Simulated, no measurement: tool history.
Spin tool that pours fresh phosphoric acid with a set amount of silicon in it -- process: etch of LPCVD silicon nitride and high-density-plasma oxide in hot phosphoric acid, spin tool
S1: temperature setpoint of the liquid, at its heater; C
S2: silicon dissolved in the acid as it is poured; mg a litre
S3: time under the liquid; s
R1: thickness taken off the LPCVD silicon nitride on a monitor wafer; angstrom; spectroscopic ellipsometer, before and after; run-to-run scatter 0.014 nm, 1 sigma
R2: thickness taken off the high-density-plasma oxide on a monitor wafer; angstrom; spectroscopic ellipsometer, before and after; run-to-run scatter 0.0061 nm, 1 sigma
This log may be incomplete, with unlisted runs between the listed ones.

| run | day | S1 | S2 | S3 | R1 | R2 |
|---|---|---|---|---|---|---|
| 1 | 0 | 163 | 12 | 180 | 156.99 | 5.2999 |
| 2 | 0.354 | 163 | 7.5 | 180 | 156.44 | 5.8096 |
| 3 | 0.592 | 163 | 1 | 180 | 157.15 | 6.3804 |
| 4 | 0.612 | 163 | 0 | 180 | 156.52 | 7.0041 |
| 5 | 0.721 | 162.5 | 1.5 | 160 | 136.4 | 5.4878 |
| 6 | 0.975 | 162 | 1.5 | 145 | 121.55 | 4.9328 |
| 7 | 1.283 | 161.5 | 2.5 | 130 | 106.68 | 3.7108 |
| 8 | 1.492 | 159 | 10 | 40 | 30.589 | 0.89357 |
| 9 | 1.829 | 160 | 8.5 | 35 | 27.578 | 0.9121 |
| 10 | 1.992 | 160 | 7.5 | 35 | 27.755 | 0.95633 |
| 11 | 2.238 | 160 | 7 | 35 | 27.65 | 0.91866 |
| 12 | 2.529 | 160 | 6.5 | 35 | 27.553 | 0.9005 |

Run 13 is up next; what results do you expect?
| 13 | 2.658 | 160 | 6 | 40 | ? | ? |

R1: 31.476 angstrom
R2: 1.1652 angstrom

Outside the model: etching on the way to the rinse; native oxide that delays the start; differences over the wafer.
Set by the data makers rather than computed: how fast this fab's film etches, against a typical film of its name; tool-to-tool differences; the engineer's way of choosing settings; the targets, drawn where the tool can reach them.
